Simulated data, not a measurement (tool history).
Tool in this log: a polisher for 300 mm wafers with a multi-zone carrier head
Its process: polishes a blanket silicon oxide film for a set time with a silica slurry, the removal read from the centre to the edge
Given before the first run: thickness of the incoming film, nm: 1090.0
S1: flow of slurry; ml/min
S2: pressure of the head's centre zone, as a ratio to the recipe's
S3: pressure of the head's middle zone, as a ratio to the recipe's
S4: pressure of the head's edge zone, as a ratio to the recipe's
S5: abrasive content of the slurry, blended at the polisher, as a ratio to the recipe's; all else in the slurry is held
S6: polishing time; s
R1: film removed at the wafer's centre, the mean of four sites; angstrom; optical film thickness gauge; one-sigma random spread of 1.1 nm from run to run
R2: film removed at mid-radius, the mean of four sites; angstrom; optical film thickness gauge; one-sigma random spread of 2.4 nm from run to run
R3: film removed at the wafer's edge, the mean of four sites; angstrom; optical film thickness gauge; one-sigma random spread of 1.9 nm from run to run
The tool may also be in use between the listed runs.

run 1 hour=0 | S1=150 S2=1 S3=1 S4=1 S5=1 S6=41 | R1=1779.1 R2=1801.3 R3=1769
run 2 hour=7 | S1=135 S2=1 S3=1 S4=1 S5=1 S6=41 | R1=1738.6 R2=1730.5 R3=1773.1
run 3 hour=13.3 | S1=135 S2=1 S3=1 S4=1 S5=1.1 S6=41 | R1=1803.1 R2=1821.4 R3=1839.6
run 4 hour=14.7 | S1=135 S2=1 S3=1 S4=1.07 S5=1.1 S6=41 | R1=1774.9 R2=1849 R3=1924
run 5 hour=21.5 | S1=130 S2=0.98 S3=1.01 S4=1.05 S5=1.05 S6=41 | R1=1725.9 R2=1783.7 R3=1863.4
run 6 hour=23 | S1=130 S2=0.95 S3=1.03 S4=1.03 S5=1 S6=41 | R1=1625.9 R2=1781.2 R3=1741.5
run 7 hour=23.8 | S1=125 S2=0.94 S3=1.03 S4=1.03 S5=1 S6=41 | R1=1578.2 R2=1768.7 R3=1773.3
run 8 hour=31.3 | S1=120 S2=0.93 S3=1.04 S4=1.02 S5=1 S6=41 | R1=1548.6 R2=1732.1 R3=1730.1
run 9 hour=33.7 | S1=115 S2=0.92 S3=1.05 S4=1.01 S5=1 S6=41 | R1=1510.9 R2=1742.7 R3=1725.8
run 10 hour=37.9 | S1=115 S2=0.92 S3=1.06 S4=1 S5=1 S6=41 | R1=1529 R2=1706.1 R3=1707.2

Run 11, settings as shown, results not yet in. Your forecast:
run 11 hour=42.7 | S1=115 S2=0.91 S3=1.07 S4=0.99 S5=1 S6=41 | R1=? R2=? R3=?

R1: 1501 angstrom
R2: 1763.8 angstrom
R3: 1700.3 angstrom
